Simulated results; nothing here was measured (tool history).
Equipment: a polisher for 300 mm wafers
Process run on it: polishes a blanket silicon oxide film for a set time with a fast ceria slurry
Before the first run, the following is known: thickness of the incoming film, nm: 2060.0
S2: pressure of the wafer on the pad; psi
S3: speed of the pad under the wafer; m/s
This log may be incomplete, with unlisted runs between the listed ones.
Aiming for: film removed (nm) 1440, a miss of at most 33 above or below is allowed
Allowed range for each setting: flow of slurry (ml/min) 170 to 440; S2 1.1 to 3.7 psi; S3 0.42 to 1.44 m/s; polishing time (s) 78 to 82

{"run": 1, "hour": 0.0, "flow of slurry (ml/min)": 280, "S2": 2.4, "S3": 0.92, "polishing time (s)": 78, "film removed (nm)": 1025.6}
{"run": 2, "hour": 4.4, "flow of slurry (ml/min)": 280, "S2": 2.4, "S3": 0.78, "polishing time (s)": 78, "film removed (nm)": 862.22}
{"run": 3, "hour": 5.4, "flow of slurry (ml/min)": 280, "S2": 2.4, "S3": 0.6, "polishing time (s)": 78, "film removed (nm)": 674.88}
{"run": 4, "hour": 7.8, "flow of slurry (ml/min)": 285, "S2": 2.7, "S3": 0.64, "polishing time (s)": 78, "film removed (nm)": 792.02}
{"run": 5, "hour": 8.7, "flow of slurry (ml/min)": 285, "S2": 2.7, "S3": 0.42, "polishing time (s)": 78, "film removed (nm)": 544.91}
{"run": 6, "hour": 17.1, "flow of slurry (ml/min)": 285, "S2": 3, "S3": 0.52, "polishing time (s)": 78, "film removed (nm)": 727.84}
{"run": 7, "hour": 24.9, "flow of slurry (ml/min)": 285, "S2": 3.2, "S3": 0.6, "polishing time (s)": 78, "film removed (nm)": 882.56}
{"run": 8, "hour": 33.9, "flow of slurry (ml/min)": 285, "S2": 3.3, "S3": 0.66, "polishing time (s)": 78, "film removed (nm)": 1001.8}
{"run": 9, "hour": 42.8, "flow of slurry (ml/min)": 290, "S2": 3.4, "S3": 0.7, "polishing time (s)": 78, "film removed (nm)": 1094.2}
{"run": 10, "hour": 51.5, "flow of slurry (ml/min)": 290, "S2": 3.5, "S3": 0.72, "polishing time (s)": 78, "film removed (nm)": 1140.7}
{"run": 11, "hour": 52.2, "flow of slurry (ml/min)": 315, "S2": 3.7, "S3": 0.9, "polishing time (s)": 78, "film removed (nm)": 1544.2}

Exercise: of the 4 proposed moves below, exactly one satisfies all targets within the stated allowed misses. Which move is it?
{"run": "A", "hour": 52.9, "flow of slurry (ml/min)": 325, "S2": 3.7, "S3": 0.9, "polishing time (s)": 78, "film removed (nm)": "?"}
{"run": "B", "hour": 52.9, "flow of slurry (ml/min)": 275, "S2": 3.6, "S3": 0.8, "polishing time (s)": 80, "film removed (nm)": "?"}
{"run": "C", "hour": 52.9, "flow of slurry (ml/min)": 325, "S2": 3.7, "S3": 0.98, "polishing time (s)": 80, "film removed (nm)": "?"}
{"run": "D", "hour": 52.9, "flow of slurry (ml/min)": 320, "S2": 3.7, "S3": 0.84, "polishing time (s)": 78, "film removed (nm)": "?"}

move=A film_removed_(nm)=1526.5
move=B film_removed_(nm)=1343.7
move=C film_removed_(nm)=1700.6
move=D film_removed_(nm)=1426.3
A: closes in on the targets versus the last run, not all within tolerance yet
B: moves the result that the last run missed by most past its target, out the other side
C: further off than the last run
D: all results land within tolerance of their targets
The move that meets every target is D.

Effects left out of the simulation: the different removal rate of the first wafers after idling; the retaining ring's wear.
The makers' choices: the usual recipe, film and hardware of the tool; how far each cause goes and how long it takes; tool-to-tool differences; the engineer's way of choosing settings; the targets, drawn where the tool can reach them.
